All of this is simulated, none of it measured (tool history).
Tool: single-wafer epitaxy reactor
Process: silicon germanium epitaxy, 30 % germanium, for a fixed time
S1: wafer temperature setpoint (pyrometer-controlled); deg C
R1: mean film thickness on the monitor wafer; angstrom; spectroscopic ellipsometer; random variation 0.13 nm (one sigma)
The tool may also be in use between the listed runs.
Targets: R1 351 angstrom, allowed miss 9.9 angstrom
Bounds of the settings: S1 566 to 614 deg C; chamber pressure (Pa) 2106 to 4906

{"run": 1, "hour": 0.0, "S1": 590, "chamber pressure (Pa)": 3506, "R1": 588.06}
{"run": 2, "hour": 6.3, "S1": 583, "chamber pressure (Pa)": 3506, "R1": 504.4}
{"run": 3, "hour": 7.0, "S1": 583, "chamber pressure (Pa)": 4040, "R1": 538.05}
{"run": 4, "hour": 12.2, "S1": 578, "chamber pressure (Pa)": 3840, "R1": 468.38}
{"run": 5, "hour": 15.4, "S1": 578, "chamber pressure (Pa)": 4093, "R1": 482.93}
{"run": 6, "hour": 17.4, "S1": 575, "chamber pressure (Pa)": 3946, "R1": 444.48}
{"run": 7, "hour": 22.5, "S1": 572, "chamber pressure (Pa)": 3853, "R1": 411.38}
{"run": 8, "hour": 29.1, "S1": 570, "chamber pressure (Pa)": 3786, "R1": 392.62}
{"run": 9, "hour": 35.3, "S1": 569, "chamber pressure (Pa)": 3720, "R1": 382.89}
{"run": 10, "hour": 37.9, "S1": 568, "chamber pressure (Pa)": 3653, "R1": 367.91}
{"run": 11, "hour": 40.5, "S1": 567, "chamber pressure (Pa)": 3640, "R1": 360.65}
{"hour": 43.8, "done": "pyrometer calibrated"}
{"run": 12, "hour": 43.8, "S1": 567, "chamber pressure (Pa)": 3626, "R1": 317.8}
{"run": 13, "hour": 49.4, "S1": 568, "chamber pressure (Pa)": 3626, "R1": 325.95}
{"run": 14, "hour": 51.2, "S1": 568, "chamber pressure (Pa)": 3626, "R1": 325.1}
{"run": 15, "hour": 58.5, "S1": 573, "chamber pressure (Pa)": 3653, "R1": 365.06}

Which of these 5 next moves meets every target?
{"run": "A", "hour": 65.8, "S1": 574, "chamber pressure (Pa)": 3840, "R1": "?"}
{"run": "B", "hour": 65.8, "S1": 573, "chamber pressure (Pa)": 4066, "R1": "?"}
{"run": "C", "hour": 65.8, "S1": 574, "chamber pressure (Pa)": 3213, "R1": "?"}
{"run": "D", "hour": 65.8, "S1": 577, "chamber pressure (Pa)": 3333, "R1": "?"}
{"run": "E", "hour": 65.8, "S1": 574, "chamber pressure (Pa)": 3853, "R1": "?"}

move=A R1=378.41
move=B R1=378.16
move=C R1=354.01
move=D R1=383.53
move=E R1=378.9
A: further off than the last run
B: further off than the last run
C: meets every target
D: further off than the last run
E: further off than the last run
Move C is the one to make.
